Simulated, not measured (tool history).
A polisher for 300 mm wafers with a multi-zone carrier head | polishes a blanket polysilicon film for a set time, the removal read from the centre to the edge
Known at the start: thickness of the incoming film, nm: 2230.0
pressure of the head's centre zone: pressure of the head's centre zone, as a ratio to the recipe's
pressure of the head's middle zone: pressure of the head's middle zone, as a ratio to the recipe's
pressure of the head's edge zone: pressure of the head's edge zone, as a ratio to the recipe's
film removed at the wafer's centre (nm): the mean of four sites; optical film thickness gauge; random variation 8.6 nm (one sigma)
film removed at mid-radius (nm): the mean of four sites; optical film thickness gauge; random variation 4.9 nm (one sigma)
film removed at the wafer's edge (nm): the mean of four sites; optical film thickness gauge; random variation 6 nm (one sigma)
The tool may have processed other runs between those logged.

| run | day | flow of slurry (ml/min) | pressure of the head's centre zone | pressure of the head's middle zone | pressure of the head's edge zone | polishing time (s) | film removed at the wafer's centre (nm) | film removed at mid-radius (nm) | film removed at the wafer's edge (nm) |
|---|---|---|---|---|---|---|---|---|---|
| 1 | 0.000 | 280 | 1.00 | 1.00 | 1.00 | 38 | 581.40 | 556.41 | 546.40 |
| 2 | 0.150 | 285 | 0.97 | 1.01 | 1.05 | 39 | 590.09 | 581.03 | 576.45 |
| 3 | 0.521 | 290 | 0.93 | 1.01 | 1.09 | 40 | 573.22 | 582.88 | 604.88 |
| 4 | 0.629 | 290 | 0.93 | 1.01 | 1.09 | 34 | 508.54 | 501.07 | 518.43 |
| 5 | 0.833 | 290 | 0.93 | 1.01 | 1.15 | 34 | 486.68 | 502.21 | 528.73 |
|  | 0.933 | centre zone pressure recalibrated |
| 6 | 0.933 | 290 | 0.93 | 1.01 | 1.19 | 34 | 442.17 | 500.56 | 541.60 |
| 7 | 1.208 | 305 | 0.94 | 1.02 | 1.18 | 37 | 497.50 | 556.11 | 575.91 |

The next listed run, before its measurement:
| 8 | 1.504 | 295 | 0.93 | 1.02 | 1.17 | 39 | ? | ? | ? |

{"run 8": {"film removed at the wafer's centre (nm)": 531.35, "film removed at mid-radius (nm)": 577.75, "film removed at the wafer's edge (nm)": 615.73}}

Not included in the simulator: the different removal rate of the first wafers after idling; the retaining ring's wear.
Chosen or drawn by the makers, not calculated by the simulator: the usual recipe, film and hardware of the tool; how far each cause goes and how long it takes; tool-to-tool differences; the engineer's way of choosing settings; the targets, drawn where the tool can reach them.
